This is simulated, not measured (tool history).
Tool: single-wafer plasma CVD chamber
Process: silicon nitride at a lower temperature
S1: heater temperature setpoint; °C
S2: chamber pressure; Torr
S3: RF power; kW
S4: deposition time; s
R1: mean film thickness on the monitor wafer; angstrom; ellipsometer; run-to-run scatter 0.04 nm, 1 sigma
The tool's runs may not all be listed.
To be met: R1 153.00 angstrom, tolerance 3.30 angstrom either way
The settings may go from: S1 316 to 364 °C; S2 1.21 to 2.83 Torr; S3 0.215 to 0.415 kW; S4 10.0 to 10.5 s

run,hour,S1,S2,S3,S4,R1
1,0.0,340,2.02,0.315,10.5,131.61
2,1.9,340,2.34,0.315,10.5,134.63
3,9.9,340,2.41,0.330,10.5,141.28
4,17.1,340,2.72,0.330,10.5,144.37
5,25.8,340,2.72,0.285,10.5,124.78
6,28.9,340,2.72,0.285,10.0,118.63
7,33.6,340,2.72,0.305,10.0,127.27
8,35.9,340,2.72,0.320,10.0,133.04
9,41.1,340,2.72,0.335,10.0,139.02
10,49.2,340,2.72,0.345,10.0,142.67
11,52.1,340,2.72,0.350,10.0,144.43

5 candidate next runs follow, results not yet known. Just one meets every target within its allowed miss. Identify it.
A,55.0,332,2.75,0.325,10.0,?
B,55.0,340,2.83,0.370,10.5,?
C,55.0,345,2.55,0.405,10.1,?
D,55.0,343,2.83,0.350,10.5,?
E,55.0,340,2.83,0.370,10.4,?

move,R1
A,136.27
B,160.79
C,163.32
D,153.00
E,159.26
A: misses by more than the last run did
B: the result that was furthest off in the last run now lies on the other side of its target
C: the result that was furthest off in the last run now lies on the other side of its target
D: all results in spec
E: the result that was furthest off in the last run now lies on the other side of its target
Correct choice: D, which meets every target
